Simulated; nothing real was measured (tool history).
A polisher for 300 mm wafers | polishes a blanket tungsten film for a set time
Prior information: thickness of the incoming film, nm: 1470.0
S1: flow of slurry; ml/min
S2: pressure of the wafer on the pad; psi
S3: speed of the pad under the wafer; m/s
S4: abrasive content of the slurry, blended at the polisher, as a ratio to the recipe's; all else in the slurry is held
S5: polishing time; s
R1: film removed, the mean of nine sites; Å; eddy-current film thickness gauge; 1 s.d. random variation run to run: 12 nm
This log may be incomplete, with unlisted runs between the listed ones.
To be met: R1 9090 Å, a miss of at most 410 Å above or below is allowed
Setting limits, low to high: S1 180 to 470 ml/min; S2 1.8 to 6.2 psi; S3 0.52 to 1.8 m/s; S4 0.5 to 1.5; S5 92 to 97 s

run	hour	S1	S2	S3	S4	S5	R1
1	0	300	4	1.16	1	92	5942.5
2	4.8	260	4	1.16	1	92	6056.4
3	12	260	4	0.98	1	92	5001.2
4	14.7	260	4	0.98	1.1	92	5181.5
5	18.8	260	4	0.98	1.2	92	5398.7
6	21.3	325	4	0.98	1.2	92	5306.8
7	22.9	325	4.4	0.98	1.2	92	5805.8
8	26.7	325	4.7	1	1.2	92	6336.2
9	34	325	5.8	1.04	1.2	92	8154.6
# hour 39.4: slurry blender recalibrated
10	39.4	325	5.9	1.04	1.2	92	8468.6
11	41.8	325	5.9	1.04	1.2	92	8456.9

Below are 5 possible settings for the next run. Only one of them brings all results inside the allowed miss of their targets. Which is it?
A	44.2	300	5.5	1.02	1.2	95	?
B	44.2	320	5.8	1.06	1.1	97	?
C	44.2	340	5.5	0.92	1.2	97	?
D	44.2	330	5.9	0.88	1.1	92	?
E	44.2	375	5.5	1.08	0.95	92	?

move	R1
A	8146.4
B	8986.2
C	7593.7
D	7255.8
E	8129.7
A: misses by more than the last run did
B: each result inside its tolerance
C: misses by more than the last run did
D: misses by more than the last run did
E: misses by more than the last run did
So the answer is move B, the one that meets all the targets.
